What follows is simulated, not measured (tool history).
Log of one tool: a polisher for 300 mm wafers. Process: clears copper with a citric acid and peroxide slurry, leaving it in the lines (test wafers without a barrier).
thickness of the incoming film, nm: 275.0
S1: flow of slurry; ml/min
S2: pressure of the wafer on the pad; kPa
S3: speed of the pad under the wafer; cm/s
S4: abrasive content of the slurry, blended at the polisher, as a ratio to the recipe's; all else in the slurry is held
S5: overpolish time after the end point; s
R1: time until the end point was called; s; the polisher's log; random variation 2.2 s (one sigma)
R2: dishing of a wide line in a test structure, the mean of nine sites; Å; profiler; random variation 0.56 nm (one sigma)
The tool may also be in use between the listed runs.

run 1 hour=0.0 | S1=290 S2=20.0 S3=136 S4=1.0 S5=27 | R1=99.049 R2=443.81
run 2 hour=6.9 | S1=290 S2=20.0 S3=136 S4=0.9 S5=27 | R1=100.320 R2=419.86
run 3 hour=15.4 | S1=360 S2=20.0 S3=136 S4=0.9 S5=27 | R1=103.010 R2=425.61
run 4 hour=24.1 | S1=360 S2=20.0 S3=136 S4=0.9 S5=26 | R1=99.849 R2=407.04
run 5 hour=25.1 | S1=360 S2=20.0 S3=136 S4=0.9 S5=33 | R1=100.610 R2=513.66
run 6 hour=26.6 | S1=360 S2=20.0 S3=136 S4=0.9 S5=31 | R1=98.099 R2=471.83
run 7 hour=29.8 | S1=360 S2=20.0 S3=136 S4=0.9 S5=29 | R1=98.000 R2=451.09
run 8 hour=33.8 | S1=360 S2=20.0 S3=136 S4=0.9 S5=28 | R1=96.649 R2=448.37
run 9 hour=41.4 | S1=360 S2=20.0 S3=136 S4=0.9 S5=27 | R1=100.910 R2=429.06

Forecast run 10:
run 10 hour=48.6 | S1=360 S2=20.0 S3=136 S4=0.9 S5=27 | R1=? R2=?

{"run 10": {"R1": 97.065, "R2": 441.07}}

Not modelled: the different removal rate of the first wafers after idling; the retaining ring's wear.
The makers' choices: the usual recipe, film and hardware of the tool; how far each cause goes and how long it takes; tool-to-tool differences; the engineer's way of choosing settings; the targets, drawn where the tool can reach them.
